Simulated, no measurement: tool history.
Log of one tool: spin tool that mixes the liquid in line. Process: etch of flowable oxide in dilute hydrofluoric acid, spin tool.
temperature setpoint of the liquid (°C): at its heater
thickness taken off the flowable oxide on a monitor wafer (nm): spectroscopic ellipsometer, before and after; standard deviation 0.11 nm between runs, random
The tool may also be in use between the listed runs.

| run | day | temperature setpoint of the liquid (°C) | parts of water to one part of 49 % hydrofluoric acid (parts by volume) | time under the liquid (s) | thickness taken off the flowable oxide on a monitor wafer (nm) |
|---|---|---|---|---|---|
| 1 | 0 | 20 | 180 | 50 | 6.6165 |
| 2 | 0.296 | 20 | 210 | 50 | 5.4748 |
| 3 | 0.383 | 22 | 165 | 50 | 7.8648 |
| 4 | 0.458 | 23.5 | 135 | 50 | 10.541 |
| 5 | 0.5 | 24.5 | 115 | 50 | 13.29 |
| 6 | 0.775 | 24.5 | 115 | 50 | 13.354 |
|  | 0.958 | thermometer replaced |
| 7 | 0.958 | 25.5 | 105 | 50 | 16.31 |
| 8 | 1.15 | 26 | 105 | 50 | 16.628 |
| 9 | 1.354 | 26.5 | 105 | 50 | 16.956 |
| 10 | 1.596 | 28 | 85 | 50 | 22.957 |
| 11 | 1.925 | 27.5 | 85 | 50 | 22.586 |

Run 12 comes next. What will it give?
| 12 | 2.138 | 27 | 85 | 50 | ? |

{"run 12": {"thickness taken off the flowable oxide on a monitor wafer (nm)": 22.006}}
